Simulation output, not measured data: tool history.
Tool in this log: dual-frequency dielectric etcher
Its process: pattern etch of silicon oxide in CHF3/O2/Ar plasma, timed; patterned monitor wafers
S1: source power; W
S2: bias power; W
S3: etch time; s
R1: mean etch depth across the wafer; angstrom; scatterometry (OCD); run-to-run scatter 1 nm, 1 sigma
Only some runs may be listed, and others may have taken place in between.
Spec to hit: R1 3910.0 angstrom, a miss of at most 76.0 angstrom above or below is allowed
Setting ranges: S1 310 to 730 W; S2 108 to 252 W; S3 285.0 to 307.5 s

| run | hour | S1 | S2 | S3 | R1 |
|---|---|---|---|---|---|
| 1 | 0.0 | 520 | 180 | 307.5 | 5473.4 |
| 2 | 3.3 | 580 | 180 | 307.5 | 5754.7 |
| 3 | 6.9 | 530 | 180 | 307.5 | 5484.2 |
| 4 | 14.7 | 500 | 169 | 305.0 | 5148.2 |
| 5 | 15.7 | 470 | 163 | 304.0 | 4894.3 |
| 6 | 18.3 | 520 | 163 | 304.0 | 5197.0 |
| 7 | 25.5 | 490 | 157 | 303.0 | 4916.1 |
| 8 | 33.1 | 490 | 157 | 303.0 | 4923.8 |
| 9 | 37.6 | 460 | 153 | 302.5 | 4707.7 |
| 10 | 43.1 | 440 | 151 | 302.0 | 4551.3 |
| 11 | 49.9 | 440 | 151 | 302.0 | 4550.7 |
| 12 | 53.0 | 420 | 150 | 302.0 | 4394.4 |
| 13 | 57.1 | 410 | 150 | 302.0 | 4348.6 |
| 14 | 65.5 | 400 | 150 | 302.0 | 4290.3 |
| 15 | 72.5 | 390 | 150 | 302.0 | 4229.5 |
| 16 | 78.2 | 380 | 150 | 302.0 | 4163.2 |
| 17 | 82.4 | 380 | 150 | 302.0 | 4154.9 |
| 18 | 90.8 | 370 | 150 | 302.0 | 4081.0 |
| 19 | 93.0 | 320 | 147 | 301.5 | 3669.6 |
| 20 | 94.6 | 330 | 147 | 301.5 | 3755.0 |
| 21 | 95.8 | 380 | 150 | 302.0 | 4153.9 |
| 22 | 98.9 | 370 | 150 | 302.0 | 4113.9 |
| 23 | 107.1 | 370 | 150 | 302.0 | 4088.6 |
| 24 | 108.5 | 370 | 150 | 302.0 | 4096.5 |

Of the 4 settings listed for the next run, only one would bring every result within its allowed miss of target. Which one?
| A | 109.9 | 350 | 152 | 297.0 | ? |
| B | 109.9 | 420 | 147 | 293.5 | ? |
| C | 109.9 | 390 | 121 | 290.5 | ? |
| D | 109.9 | 390 | 165 | 300.5 | ? |

| move | R1 |
|---|---|
| A | 3899.3 |
| B | 4253.9 |
| C | 3725.0 |
| D | 4365.3 |
A: each result inside its tolerance
B: moves away from the targets compared with the last run
C: moves the result that the last run missed by most past its target, out the other side
D: moves away from the targets compared with the last run
The move that meets every target is A.
